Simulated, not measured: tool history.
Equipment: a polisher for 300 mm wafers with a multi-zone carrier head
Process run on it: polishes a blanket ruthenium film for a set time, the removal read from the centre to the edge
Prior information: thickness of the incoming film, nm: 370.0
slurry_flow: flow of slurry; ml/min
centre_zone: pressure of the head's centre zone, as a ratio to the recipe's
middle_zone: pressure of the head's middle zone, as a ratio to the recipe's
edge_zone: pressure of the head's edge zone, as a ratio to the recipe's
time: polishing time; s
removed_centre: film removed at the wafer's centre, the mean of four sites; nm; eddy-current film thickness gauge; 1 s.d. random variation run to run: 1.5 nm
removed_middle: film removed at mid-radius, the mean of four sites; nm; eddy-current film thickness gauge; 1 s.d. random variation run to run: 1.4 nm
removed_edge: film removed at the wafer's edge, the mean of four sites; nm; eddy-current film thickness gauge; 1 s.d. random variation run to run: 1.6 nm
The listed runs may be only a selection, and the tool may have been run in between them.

{"run": 1, "hour": 0.0, "slurry_flow": 165, "centre_zone": 1.0, "middle_zone": 1.0, "edge_zone": 1.0, "time": 68, "removed_centre": 93.995, "removed_middle": 96.768, "removed_edge": 98.583}
{"run": 2, "hour": 1.0, "slurry_flow": 170, "centre_zone": 1.03, "middle_zone": 1.0, "edge_zone": 1.02, "time": 70, "removed_centre": 99.751, "removed_middle": 97.312, "removed_edge": 100.69}
{"run": 3, "hour": 8.1, "slurry_flow": 175, "centre_zone": 1.04, "middle_zone": 1.0, "edge_zone": 1.03, "time": 73, "removed_centre": 105.25, "removed_middle": 100.62, "removed_edge": 107.49}
{"run": 4, "hour": 11.7, "slurry_flow": 180, "centre_zone": 1.06, "middle_zone": 1.01, "edge_zone": 1.03, "time": 75, "removed_centre": 108.87, "removed_middle": 105.55, "removed_edge": 107.96}
{"run": 5, "hour": 20.4, "slurry_flow": 180, "centre_zone": 1.06, "middle_zone": 1.01, "edge_zone": 1.09, "time": 75, "removed_centre": 111.93, "removed_middle": 103.51, "removed_edge": 113.21}
{"run": 6, "hour": 23.7, "slurry_flow": 180, "centre_zone": 1.06, "middle_zone": 1.06, "edge_zone": 1.09, "time": 75, "removed_centre": 112.22, "removed_middle": 111.14, "removed_edge": 111.72}

The next listed run, before its measurement:
{"run": 7, "hour": 29.1, "slurry_flow": 185, "centre_zone": 1.08, "middle_zone": 1.06, "edge_zone": 1.1, "time": 76, "removed_centre": "?", "removed_middle": "?", "removed_edge": "?"}

{"run 7": {"removed_centre": 115.09, "removed_middle": 111.18, "removed_edge": 114.26}}
